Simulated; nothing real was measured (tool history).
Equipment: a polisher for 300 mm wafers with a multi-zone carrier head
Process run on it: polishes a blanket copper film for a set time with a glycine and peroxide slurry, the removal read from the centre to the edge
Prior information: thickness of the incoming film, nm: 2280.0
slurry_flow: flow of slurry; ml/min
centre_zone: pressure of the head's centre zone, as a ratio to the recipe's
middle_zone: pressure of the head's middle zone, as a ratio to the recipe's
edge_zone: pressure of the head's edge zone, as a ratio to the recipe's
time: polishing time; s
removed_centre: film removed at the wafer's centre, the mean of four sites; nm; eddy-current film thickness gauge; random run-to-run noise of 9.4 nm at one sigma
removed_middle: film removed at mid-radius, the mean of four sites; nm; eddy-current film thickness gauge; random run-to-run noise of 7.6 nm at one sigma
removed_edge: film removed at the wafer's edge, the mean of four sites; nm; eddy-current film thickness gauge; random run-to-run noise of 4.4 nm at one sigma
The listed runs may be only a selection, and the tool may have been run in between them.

Run 1, hour 0.0: slurry_flow 195 ml/min, centre_zone 1.00, middle_zone 1.00, edge_zone 1.00, time 87 s. Result: removed_centre 432.78 nm, removed_middle 423.70 nm, removed_edge 424.66 nm.
Run 2, hour 0.5: slurry_flow 210 ml/min, centre_zone 1.04, middle_zone 1.02, edge_zone 1.04, time 93 s. Result: removed_centre 471.23 nm, removed_middle 469.44 nm, removed_edge 470.34 nm.
Run 3, hour 9.4: slurry_flow 210 ml/min, centre_zone 1.04, middle_zone 1.06, edge_zone 1.04, time 93 s. Result: removed_centre 478.82 nm, removed_middle 484.10 nm, removed_edge 471.24 nm.
Run 4, hour 17.8: slurry_flow 220 ml/min, centre_zone 1.08, middle_zone 1.05, edge_zone 1.05, time 98 s. Result: removed_centre 522.08 nm, removed_middle 516.69 nm, removed_edge 498.47 nm.
Run 5, hour 18.6: slurry_flow 220 ml/min, centre_zone 1.08, middle_zone 0.96, edge_zone 1.05, time 98 s. Result: removed_centre 530.85 nm, removed_middle 465.52 nm, removed_edge 497.08 nm.
Run 6, hour 22.8: slurry_flow 220 ml/min, centre_zone 1.08, middle_zone 0.92, edge_zone 1.05, time 98 s. Result: removed_centre 530.74 nm, removed_middle 450.85 nm, removed_edge 491.06 nm.
Run 7, hour 24.4: slurry_flow 220 ml/min, centre_zone 1.08, middle_zone 0.92, edge_zone 1.05, time 98 s. Result: removed_centre 533.82 nm, removed_middle 451.92 nm, removed_edge 499.80 nm.

Run 8 is up next; what results do you expect?
Run 8, hour 27.7: slurry_flow 230 ml/min, centre_zone 1.11, middle_zone 0.95, edge_zone 1.06, time 101 s. Result: removed_centre ?, removed_middle ?, removed_edge ?.

removed_centre: 570.77 nm
removed_middle: 478.33 nm
removed_edge: 518.57 nm
